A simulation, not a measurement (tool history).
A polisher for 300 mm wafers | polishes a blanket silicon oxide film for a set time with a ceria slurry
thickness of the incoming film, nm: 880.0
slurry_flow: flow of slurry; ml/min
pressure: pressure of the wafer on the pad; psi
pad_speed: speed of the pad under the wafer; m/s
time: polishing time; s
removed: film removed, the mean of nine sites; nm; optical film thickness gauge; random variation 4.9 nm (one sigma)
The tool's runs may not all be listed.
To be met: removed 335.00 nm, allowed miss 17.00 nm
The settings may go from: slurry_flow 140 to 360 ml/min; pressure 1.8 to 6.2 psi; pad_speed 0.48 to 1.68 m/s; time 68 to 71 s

run	hour	slurry_flow	pressure	pad_speed	time	removed
1	0.0	230	4.0	1.08	68	458.37
2	1.4	230	3.7	1.08	68	422.14
3	8.7	280	3.7	1.08	68	425.14
4	11.0	280	3.5	1.08	68	404.33
5	14.2	280	3.5	1.08	68	405.07
6	19.5	280	3.5	1.30	68	492.27
7	20.6	280	3.1	1.30	68	436.18
8	22.9	280	2.9	1.30	68	417.96
9	25.7	280	2.7	1.30	68	382.34
10	31.5	280	2.2	1.30	68	314.46

Which of these 5 next moves meets every target?
A	37.3	280	2.1	1.32	68	?
B	37.3	260	2.0	1.30	70	?
C	37.3	295	2.3	1.14	71	?
D	37.3	330	2.0	1.32	68	?
E	37.3	285	2.5	1.18	71	?

move	removed
A	301.12
B	289.83
C	298.38
D	291.33
E	333.08
A: further off than the last run
B: further off than the last run
C: further off than the last run
D: further off than the last run
E: meets every target
The right move is E.

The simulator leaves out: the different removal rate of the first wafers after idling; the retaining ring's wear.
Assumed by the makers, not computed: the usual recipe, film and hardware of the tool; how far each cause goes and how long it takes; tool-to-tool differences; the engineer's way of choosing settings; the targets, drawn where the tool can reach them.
